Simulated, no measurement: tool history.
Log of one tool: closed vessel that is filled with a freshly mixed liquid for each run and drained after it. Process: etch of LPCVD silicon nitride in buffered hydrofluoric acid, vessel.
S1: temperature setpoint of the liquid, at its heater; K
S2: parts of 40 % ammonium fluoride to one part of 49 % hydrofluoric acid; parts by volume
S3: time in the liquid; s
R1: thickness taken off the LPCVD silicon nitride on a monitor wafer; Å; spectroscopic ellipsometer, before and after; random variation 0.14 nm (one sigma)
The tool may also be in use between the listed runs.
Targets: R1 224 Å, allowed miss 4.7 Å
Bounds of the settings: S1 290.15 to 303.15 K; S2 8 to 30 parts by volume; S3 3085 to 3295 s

run,hour,S1,S2,S3,R1
1,0,295.15,21.5,3085,184.78
2,5.7,295.15,26.5,3085,162.21
3,9.1,295.15,30,3085,149.42
4,12.4,295.15,30,3295,158.41
# hour 18.9: hydrofluoric acid flow meter replaced
5,18.9,298.15,30,3295,178.45
6,21.3,299.65,29.5,3295,194.08
7,23.6,300.65,29.5,3295,206.41
8,28.2,301.15,29.5,3295,211.95
9,37.8,301.65,29.5,3295,216.95

5 next moves are on the table. One of them brings every result within its allowed miss. Which?
A,47.4,302.15,30,3150,?
B,47.4,302.15,26,3185,?
C,47.4,301.15,26,3215,?
D,47.4,302.65,28.5,3280,?
E,47.4,301.65,29.5,3280,?

move,R1
A,212.47
B,236.86
C,226.64
D,235.31
E,217.87
A: further off than the last run
B: takes the result that was furthest off past its target
C: meets every target
D: takes the result that was furthest off past its target
E: nearer than the last run, and not there yet
Move C is the one to make.

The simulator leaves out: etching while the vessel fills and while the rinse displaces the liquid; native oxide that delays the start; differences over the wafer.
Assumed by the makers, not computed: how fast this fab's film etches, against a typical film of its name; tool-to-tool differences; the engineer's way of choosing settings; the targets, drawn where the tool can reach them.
